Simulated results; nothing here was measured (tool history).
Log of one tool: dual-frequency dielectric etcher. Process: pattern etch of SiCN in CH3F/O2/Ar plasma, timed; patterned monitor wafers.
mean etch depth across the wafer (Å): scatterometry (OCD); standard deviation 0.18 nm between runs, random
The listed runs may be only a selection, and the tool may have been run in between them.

| run | hour | source power (W) | bias power (W) | etch time (s) | mean etch depth across the wafer (Å) |
|---|---|---|---|---|---|
| 1 | 0.0 | 550 | 54 | 121.0 | 461.68 |
| 2 | 2.4 | 550 | 47 | 121.0 | 439.49 |
| 3 | 6.2 | 550 | 47 | 121.0 | 432.73 |
| 4 | 13.4 | 490 | 45 | 121.0 | 412.06 |
| 5 | 14.6 | 420 | 45 | 121.0 | 392.83 |
| 6 | 21.0 | 420 | 45 | 126.0 | 407.18 |
| 7 | 22.7 | 400 | 43 | 126.0 | 395.94 |
| 8 | 29.8 | 380 | 41 | 126.0 | 378.17 |
| 9 | 34.8 | 370 | 41 | 126.0 | 376.08 |
| 10 | 40.6 | 360 | 41 | 126.0 | 373.75 |

What will run 11 give?
| 11 | 47.2 | 330 | 38 | 125.5 | ? |

mean etch depth across the wafer (Å): 347.81

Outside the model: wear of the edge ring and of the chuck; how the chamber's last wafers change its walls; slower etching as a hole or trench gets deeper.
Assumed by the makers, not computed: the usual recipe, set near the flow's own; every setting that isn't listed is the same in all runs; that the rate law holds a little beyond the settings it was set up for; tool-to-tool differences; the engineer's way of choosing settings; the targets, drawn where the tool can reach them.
